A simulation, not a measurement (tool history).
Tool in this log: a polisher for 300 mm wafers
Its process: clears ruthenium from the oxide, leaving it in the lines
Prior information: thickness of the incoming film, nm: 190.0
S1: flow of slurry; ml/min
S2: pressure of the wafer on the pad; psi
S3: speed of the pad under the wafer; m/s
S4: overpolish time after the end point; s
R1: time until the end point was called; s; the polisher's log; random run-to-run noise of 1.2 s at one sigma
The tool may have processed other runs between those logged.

{"run": 1, "hour": 0.0, "S1": 170, "S2": 2.6, "S3": 0.96, "S4": 8, "R1": 138.97}
{"run": 2, "hour": 5.8, "S1": 170, "S2": 2.1, "S3": 0.96, "S4": 8, "R1": 160.23}
{"run": 3, "hour": 8.3, "S1": 170, "S2": 2.4, "S3": 0.96, "S4": 8, "R1": 148.28}
{"run": 4, "hour": 9.0, "S1": 170, "S2": 2.4, "S3": 1.06, "S4": 8, "R1": 135.62}
{"run": 5, "hour": 12.4, "S1": 175, "S2": 2.5, "S3": 1.06, "S4": 8, "R1": 131.39}
{"run": 6, "hour": 17.8, "S1": 175, "S2": 3.1, "S3": 1.06, "S4": 8, "R1": 114.3}

The next listed run, before its measurement:
{"run": 7, "hour": 26.5, "S1": 175, "S2": 3.1, "S3": 1.06, "S4": 8, "R1": "?"}

{"run 7": {"R1": 112.33}}

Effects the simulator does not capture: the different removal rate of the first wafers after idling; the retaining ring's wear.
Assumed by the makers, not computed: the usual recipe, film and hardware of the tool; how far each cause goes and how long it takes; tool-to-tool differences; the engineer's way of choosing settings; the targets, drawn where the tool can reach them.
